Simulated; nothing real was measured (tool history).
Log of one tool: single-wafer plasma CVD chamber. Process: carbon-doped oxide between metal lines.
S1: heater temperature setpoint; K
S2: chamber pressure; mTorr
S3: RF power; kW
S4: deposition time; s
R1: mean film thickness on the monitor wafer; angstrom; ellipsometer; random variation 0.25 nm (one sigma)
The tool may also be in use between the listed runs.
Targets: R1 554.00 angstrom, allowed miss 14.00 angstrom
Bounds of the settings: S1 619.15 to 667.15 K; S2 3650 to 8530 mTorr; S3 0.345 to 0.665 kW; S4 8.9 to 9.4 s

Run 1, hour 0.0: S1 643.15 K, S2 6090 mTorr, S3 0.505 kW, S4 9.4 s. Result: R1 473.50 angstrom.
Run 2, hour 4.7: S1 641.15 K, S2 6270 mTorr, S3 0.540 kW, S4 9.4 s. Result: R1 504.04 angstrom.
Run 3, hour 12.4: S1 639.15 K, S2 6480 mTorr, S3 0.555 kW, S4 9.4 s. Result: R1 518.68 angstrom.
Run 4, hour 16.5: S1 639.15 K, S2 6480 mTorr, S3 0.520 kW, S4 9.4 s. Result: R1 494.02 angstrom.
Run 5, hour 19.0: S1 637.15 K, S2 6700 mTorr, S3 0.540 kW, S4 9.4 s. Result: R1 512.11 angstrom.
Run 6, hour 25.0: S1 637.15 K, S2 5910 mTorr, S3 0.540 kW, S4 9.4 s. Result: R1 506.62 angstrom.
Run 7, hour 30.4: S1 635.15 K, S2 6020 mTorr, S3 0.555 kW, S4 9.4 s. Result: R1 520.36 angstrom.
Run 8, hour 35.5: S1 634.15 K, S2 6130 mTorr, S3 0.565 kW, S4 9.4 s. Result: R1 531.01 angstrom.
Run 9, hour 41.0: S1 633.15 K, S2 6210 mTorr, S3 0.570 kW, S4 9.4 s. Result: R1 534.18 angstrom.

4 next moves are on the table. One of them brings every result within its allowed miss. Which?
Run A, hour 46.5: S1 636.15 K, S2 6440 mTorr, S3 0.590 kW, S4 8.9 s. Result: R1 ?.
Run B, hour 46.5: S1 633.15 K, S2 5880 mTorr, S3 0.630 kW, S4 9.1 s. Result: R1 ?.
Run C, hour 46.5: S1 642.15 K, S2 6500 mTorr, S3 0.565 kW, S4 9.4 s. Result: R1 ?.
Run D, hour 46.5: S1 636.15 K, S2 5840 mTorr, S3 0.570 kW, S4 9.4 s. Result: R1 ?.

move      R1
   A  519.10
   B  554.01
   C  522.51
   D  527.06
A: further off than the last run
B: meets every target
C: further off than the last run
D: further off than the last run
Move B is the one to make.

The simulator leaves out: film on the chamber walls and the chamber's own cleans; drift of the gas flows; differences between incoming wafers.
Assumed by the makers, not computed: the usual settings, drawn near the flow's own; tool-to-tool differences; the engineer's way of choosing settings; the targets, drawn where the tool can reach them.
